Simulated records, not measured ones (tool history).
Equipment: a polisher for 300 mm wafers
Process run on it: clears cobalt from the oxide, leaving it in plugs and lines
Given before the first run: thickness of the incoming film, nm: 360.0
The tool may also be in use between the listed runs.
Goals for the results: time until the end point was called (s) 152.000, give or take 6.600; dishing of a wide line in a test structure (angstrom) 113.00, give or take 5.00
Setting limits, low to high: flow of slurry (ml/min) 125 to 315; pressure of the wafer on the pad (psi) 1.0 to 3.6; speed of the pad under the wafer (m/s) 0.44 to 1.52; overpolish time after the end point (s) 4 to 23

run,hour,flow of slurry (ml/min),pressure of the wafer on the pad (psi),speed of the pad under the wafer (m/s),overpolish time after the end point (s),time until the end point was called (s),dishing of a wide line in a test structure (angstrom)
1,0.0,205,2.3,0.98,12,83.112,344.09
2,4.5,205,2.2,0.94,11,89.535,313.08
3,11.1,210,2.1,0.90,10,98.174,283.10
4,20.0,210,2.1,0.90,14,96.565,347.37
5,26.9,210,2.1,0.76,14,107.540,323.13
6,27.5,205,2.1,0.72,13,110.170,306.43
7,29.0,220,2.0,0.70,12,119.340,278.00
8,36.7,230,2.0,0.66,11,122.960,259.89
9,39.6,240,2.0,0.64,10,124.910,239.46
10,40.2,250,2.0,0.62,9,123.900,213.45
11,42.4,260,2.0,0.60,8,124.250,195.60
12,48.4,265,2.0,0.58,8,132.550,191.22
13,49.5,270,2.0,0.56,8,131.700,193.54
14,50.7,275,2.0,0.54,8,132.260,188.15
15,51.6,280,2.0,0.52,8,140.540,184.69
16,57.7,285,2.0,0.52,8,136.330,183.31
17,59.6,290,2.0,0.52,8,136.280,187.49
18,65.5,295,2.0,0.52,8,137.020,184.86
19,67.2,305,1.8,0.48,6,154.800,128.25

Pick the move, out of 4, that brings all results within their allowed miss; only one does.
A,68.9,285,1.6,0.62,5,?,?
B,68.9,260,2.0,0.52,5,?,?
C,68.9,300,1.6,0.50,6,?,?
D,68.9,310,2.0,0.54,4,?,?

move,time until the end point was called (s),dishing of a wide line in a test structure (angstrom)
A,151.480,113.55
B,136.230,124.61
C,169.990,120.52
D,131.170,105.80
A: in spec on every target
B: moves toward the targets from the last run without getting all of them in spec
C: moves toward the targets from the last run without getting all of them in spec
D: takes the result that was furthest off past its target
Answer: A
